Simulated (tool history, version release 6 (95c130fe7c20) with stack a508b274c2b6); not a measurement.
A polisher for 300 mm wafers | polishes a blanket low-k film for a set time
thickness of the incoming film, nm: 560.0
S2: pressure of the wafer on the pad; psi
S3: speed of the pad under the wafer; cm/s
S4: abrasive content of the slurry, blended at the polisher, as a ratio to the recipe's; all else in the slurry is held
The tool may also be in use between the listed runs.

Run 1, day 0.000: flow of slurry (ml/min) 160, S2 2.1 psi, S3 128 cm/s, S4 1.00, polishing time (s) 38. Result: film removed (Å) 183.43.
Run 2, day 0.283: flow of slurry (ml/min) 155, S2 2.0 psi, S3 126 cm/s, S4 1.00, polishing time (s) 38. Result: film removed (Å) 170.94.
Run 3, day 0.596: flow of slurry (ml/min) 150, S2 1.9 psi, S3 124 cm/s, S4 1.00, polishing time (s) 38. Result: film removed (Å) 162.34.
Run 4, day 0.754: flow of slurry (ml/min) 150, S2 1.9 psi, S3 124 cm/s, S4 1.20, polishing time (s) 38. Result: film removed (Å) 173.49.
Run 5, day 1.017: flow of slurry (ml/min) 150, S2 1.9 psi, S3 124 cm/s, S4 1.00, polishing time (s) 38. Result: film removed (Å) 163.26.
Run 6, day 1.246: flow of slurry (ml/min) 150, S2 1.9 psi, S3 124 cm/s, S4 0.85, polishing time (s) 38. Result: film removed (Å) 150.68.
Run 7, day 1.392: flow of slurry (ml/min) 150, S2 1.8 psi, S3 122 cm/s, S4 0.85, polishing time (s) 38. Result: film removed (Å) 142.30.
Run 8, day 1.708: flow of slurry (ml/min) 150, S2 1.7 psi, S3 122 cm/s, S4 0.85, polishing time (s) 38. Result: film removed (Å) 135.52.

Forecast run 9:
Run 9, day 1.971: flow of slurry (ml/min) 150, S2 1.6 psi, S3 122 cm/s, S4 0.85, polishing time (s) 38. Result: film removed (Å) ?.

{"run 9": {"film removed (Å)": 126.73}}

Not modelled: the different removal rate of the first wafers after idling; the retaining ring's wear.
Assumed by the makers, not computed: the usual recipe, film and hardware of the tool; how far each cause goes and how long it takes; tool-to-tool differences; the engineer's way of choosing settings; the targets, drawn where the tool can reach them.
